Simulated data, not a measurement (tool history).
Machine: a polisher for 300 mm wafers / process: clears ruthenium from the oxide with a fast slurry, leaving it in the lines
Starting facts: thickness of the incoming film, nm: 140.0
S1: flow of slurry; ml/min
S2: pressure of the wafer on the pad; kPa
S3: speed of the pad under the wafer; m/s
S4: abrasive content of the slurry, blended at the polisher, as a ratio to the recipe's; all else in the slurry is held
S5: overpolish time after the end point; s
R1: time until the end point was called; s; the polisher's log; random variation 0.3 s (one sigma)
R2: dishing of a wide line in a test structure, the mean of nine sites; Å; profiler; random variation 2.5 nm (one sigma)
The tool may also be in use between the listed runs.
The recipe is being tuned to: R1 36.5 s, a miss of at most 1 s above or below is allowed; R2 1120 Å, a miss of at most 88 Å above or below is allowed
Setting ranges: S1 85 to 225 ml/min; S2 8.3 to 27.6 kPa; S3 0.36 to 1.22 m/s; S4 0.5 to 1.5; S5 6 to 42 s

run,hour,S1,S2,S3,S4,S5,R1,R2
1,0,145,17.9,0.78,1,21,48.201,554.03
2,7.6,145,17.9,0.78,0.8,21,53.173,539.01
3,15.1,145,17.9,0.78,0.8,16,53.166,408.75
4,22.6,150,19.3,0.78,0.8,19,49.727,525.77
5,23.7,155,20.7,0.78,0.8,21,45.638,572.4
6,28,155,21.4,0.78,0.8,24,43.869,674.37
7,34.7,160,22.1,0.78,0.8,26,42.908,769.13
8,36.2,160,22.8,0.78,0.8,27,41.015,809.32
9,44,160,23.4,0.78,0.8,28,40.142,820.97

Of the 5 settings listed for the next run, only one would bring every result within its allowed miss of target. Which one?
A,51.8,155,22.1,0.86,0.8,32,?,?
B,51.8,110,19.3,1.12,0.8,37,?,?
C,51.8,175,23.4,0.7,0.8,22,?,?
D,51.8,210,24.1,0.74,0.55,26,?,?
E,51.8,200,22.1,0.68,0.8,19,?,?

move,R1,R2
A,38.754,948.94
B,36.431,1105
C,43.763,635.91
D,46.711,692.75
E,46.875,528.15
A: moves toward the targets from the last run without getting all of them in spec
B: meets every target
C: misses by more than the last run did
D: misses by more than the last run did
E: misses by more than the last run did
B is the move that brings every result within its allowed miss.

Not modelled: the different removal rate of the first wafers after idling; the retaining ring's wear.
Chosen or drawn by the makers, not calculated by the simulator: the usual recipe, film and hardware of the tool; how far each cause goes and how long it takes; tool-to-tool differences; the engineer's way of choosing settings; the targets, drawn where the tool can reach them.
